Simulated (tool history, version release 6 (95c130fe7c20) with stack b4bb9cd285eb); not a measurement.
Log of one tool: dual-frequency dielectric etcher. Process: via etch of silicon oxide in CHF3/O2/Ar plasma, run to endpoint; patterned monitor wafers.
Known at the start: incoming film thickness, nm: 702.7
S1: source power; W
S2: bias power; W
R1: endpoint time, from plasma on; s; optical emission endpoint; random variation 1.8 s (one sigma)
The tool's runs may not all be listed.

run 1 hour=0 | S1=850 S2=143 | R1=317
run 2 hour=5.7 | S1=910 S2=148 | R1=308.73
run 3 hour=10.6 | S1=840 S2=148 | R1=315.56
run 4 hour=11.4 | S1=900 S2=155 | R1=297.38
run 5 hour=17.6 | S1=970 S2=155 | R1=296.32
run 6 hour=19.3 | S1=1000 S2=161 | R1=285.69
run 7 hour=25 | S1=1030 S2=164 | R1=280.02
run 8 hour=29.1 | S1=1050 S2=166 | R1=278.14
run 9 hour=37.1 | S1=1070 S2=168 | R1=277.4

Forecast run 10:
run 10 hour=39.9 | S1=1090 S2=171 | R1=?

Run 10 gave R1 272.95 s.
